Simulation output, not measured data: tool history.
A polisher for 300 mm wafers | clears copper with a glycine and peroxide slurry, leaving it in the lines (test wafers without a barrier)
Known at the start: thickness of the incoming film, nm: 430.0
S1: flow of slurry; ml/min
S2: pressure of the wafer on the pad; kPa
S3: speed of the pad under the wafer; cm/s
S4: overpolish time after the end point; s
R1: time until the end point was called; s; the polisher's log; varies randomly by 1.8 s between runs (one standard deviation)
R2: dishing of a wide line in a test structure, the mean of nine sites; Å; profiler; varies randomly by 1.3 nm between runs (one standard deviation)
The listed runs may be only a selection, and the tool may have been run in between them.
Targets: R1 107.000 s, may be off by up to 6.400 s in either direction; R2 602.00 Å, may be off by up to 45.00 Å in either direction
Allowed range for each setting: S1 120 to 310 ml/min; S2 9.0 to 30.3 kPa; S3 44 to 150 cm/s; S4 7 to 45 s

run	hour	S1	S2	S3	S4	R1	R2
1	0.0	200	19.3	96	23	82.672	595.58
2	7.0	250	19.3	96	23	81.875	634.94
3	13.1	290	19.3	96	23	81.267	607.33
4	17.2	290	17.9	94	24	87.869	625.79
5	21.8	290	17.9	76	24	98.432	567.66
# hour 23.9: worn pad replaced by a new one
6	23.9	255	17.9	76	24	96.148	590.21
7	28.7	255	17.2	76	25	97.511	596.81
8	33.1	255	16.5	76	25	99.751	571.03

Below are 5 possible settings for the next run. Only one of them brings all results inside the allowed miss of their targets. Which is it?
A	37.5	235	17.2	94	20	?	?
B	37.5	305	15.9	70	23	?	?
C	37.5	305	20.0	54	33	?	?
D	37.5	140	17.9	94	17	?	?
E	37.5	205	16.5	68	29	?	?

move	R1	R2
A	85.587	526.25
B	106.040	502.97
C	102.980	668.21
D	88.163	459.68
E	108.500	582.66
A: the biggest miss grows against the last run
B: the furthest-off result lands on target, but another misses its tolerance
C: the furthest-off result lands on target, but another misses its tolerance
D: the biggest miss grows against the last run
E: all results land within tolerance of their targets
Go with E: it meets all targets.
